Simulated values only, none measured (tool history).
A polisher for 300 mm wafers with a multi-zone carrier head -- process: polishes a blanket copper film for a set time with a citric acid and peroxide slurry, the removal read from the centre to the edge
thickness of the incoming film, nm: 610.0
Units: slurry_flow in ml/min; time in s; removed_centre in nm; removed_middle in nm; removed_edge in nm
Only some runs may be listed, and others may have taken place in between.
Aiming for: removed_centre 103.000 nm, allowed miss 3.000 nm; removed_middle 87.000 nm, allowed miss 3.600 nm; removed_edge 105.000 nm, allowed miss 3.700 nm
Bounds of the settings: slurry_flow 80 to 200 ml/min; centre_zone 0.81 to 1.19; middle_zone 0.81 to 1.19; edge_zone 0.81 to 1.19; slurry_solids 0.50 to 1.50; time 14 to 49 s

Run 1, hour 0.0: slurry_flow 130 ml/min, centre_zone 1.00, middle_zone 1.00, edge_zone 1.00, slurry_solids 1.00, time 31 s. Result: removed_centre 87.596 nm, removed_middle 87.693 nm, removed_edge 87.201 nm.
Run 2, hour 5.4: slurry_flow 140 ml/min, centre_zone 1.01, middle_zone 0.98, edge_zone 1.04, slurry_solids 1.00, time 31 s. Result: removed_centre 87.713 nm, removed_middle 87.832 nm, removed_edge 90.018 nm.
Run 3, hour 9.3: slurry_flow 115 ml/min, centre_zone 1.01, middle_zone 0.98, edge_zone 1.04, slurry_solids 1.00, time 31 s. Result: removed_centre 83.801 nm, removed_middle 84.183 nm, removed_edge 86.897 nm.
Run 4, hour 10.0: slurry_flow 125 ml/min, centre_zone 1.03, middle_zone 0.95, edge_zone 1.06, slurry_solids 1.05, time 31 s. Result: removed_centre 87.430 nm, removed_middle 83.733 nm, removed_edge 88.780 nm.
Run 5, hour 16.2: slurry_flow 125 ml/min, centre_zone 1.03, middle_zone 0.92, edge_zone 1.06, slurry_solids 1.05, time 31 s. Result: removed_centre 87.989 nm, removed_middle 79.684 nm, removed_edge 90.403 nm.
Run 6, hour 24.3: slurry_flow 135 ml/min, centre_zone 1.03, middle_zone 0.91, edge_zone 1.07, slurry_solids 1.10, time 31 s. Result: removed_centre 90.879 nm, removed_middle 81.994 nm, removed_edge 90.853 nm.
Run 7, hour 28.8: slurry_flow 140 ml/min, centre_zone 1.03, middle_zone 0.89, edge_zone 1.09, slurry_solids 1.15, time 31 s. Result: removed_centre 92.878 nm, removed_middle 81.333 nm, removed_edge 94.283 nm.
Run 8, hour 36.0: slurry_flow 175 ml/min, centre_zone 1.04, middle_zone 0.89, edge_zone 1.16, slurry_solids 1.20, time 31 s. Result: removed_centre 96.764 nm, removed_middle 86.013 nm, removed_edge 100.460 nm.
Run 9, hour 36.8: slurry_flow 175 ml/min, centre_zone 1.05, middle_zone 0.89, edge_zone 1.17, slurry_solids 1.20, time 31 s. Result: removed_centre 98.711 nm, removed_middle 85.745 nm, removed_edge 100.180 nm.
Run 10, hour 40.3: slurry_flow 175 ml/min, centre_zone 1.05, middle_zone 0.88, edge_zone 1.17, slurry_solids 1.20, time 31 s. Result: removed_centre 98.199 nm, removed_middle 83.898 nm, removed_edge 98.818 nm.
Run 11, hour 41.5: slurry_flow 175 ml/min, centre_zone 1.05, middle_zone 0.88, edge_zone 1.17, slurry_solids 1.25, time 31 s. Result: removed_centre 99.371 nm, removed_middle 87.058 nm, removed_edge 102.100 nm.
Run 12, hour 43.9: slurry_flow 175 ml/min, centre_zone 1.05, middle_zone 0.88, edge_zone 1.17, slurry_solids 1.25, time 31 s. Result: removed_centre 98.498 nm, removed_middle 84.509 nm, removed_edge 100.900 nm.
Run 13, hour 51.7: slurry_flow 180 ml/min, centre_zone 1.05, middle_zone 0.88, edge_zone 1.17, slurry_solids 1.25, time 31 s. Result: removed_centre 99.704 nm, removed_middle 83.314 nm, removed_edge 101.000 nm.

Which of these 4 next moves meets every target?
Run A, hour 59.5: slurry_flow 150 ml/min, centre_zone 1.10, middle_zone 0.85, edge_zone 1.19, slurry_solids 1.30, time 30 s. Result: removed_centre ?, removed_middle ?, removed_edge ?.
Run B, hour 59.5: slurry_flow 190 ml/min, centre_zone 0.93, middle_zone 0.82, edge_zone 1.14, slurry_solids 1.10, time 33 s. Result: removed_centre ?, removed_middle ?, removed_edge ?.
Run C, hour 59.5: slurry_flow 200 ml/min, centre_zone 1.08, middle_zone 0.83, edge_zone 1.13, slurry_solids 1.50, time 28 s. Result: removed_centre ?, removed_middle ?, removed_edge ?.
Run D, hour 59.5: slurry_flow 140 ml/min, centre_zone 1.05, middle_zone 0.86, edge_zone 1.13, slurry_solids 1.20, time 34 s. Result: removed_centre ?, removed_middle ?, removed_edge ?.

move  removed_centre  removed_middle  removed_edge
   A          97.463          78.592       100.130
   B          92.502          84.255       106.980
   C          96.674          77.375        96.711
   D         102.750          87.490       107.790
A: moves away from the targets compared with the last run
B: moves away from the targets compared with the last run
C: moves away from the targets compared with the last run
D: all results land within tolerance of their targets
The move that meets every target is D.

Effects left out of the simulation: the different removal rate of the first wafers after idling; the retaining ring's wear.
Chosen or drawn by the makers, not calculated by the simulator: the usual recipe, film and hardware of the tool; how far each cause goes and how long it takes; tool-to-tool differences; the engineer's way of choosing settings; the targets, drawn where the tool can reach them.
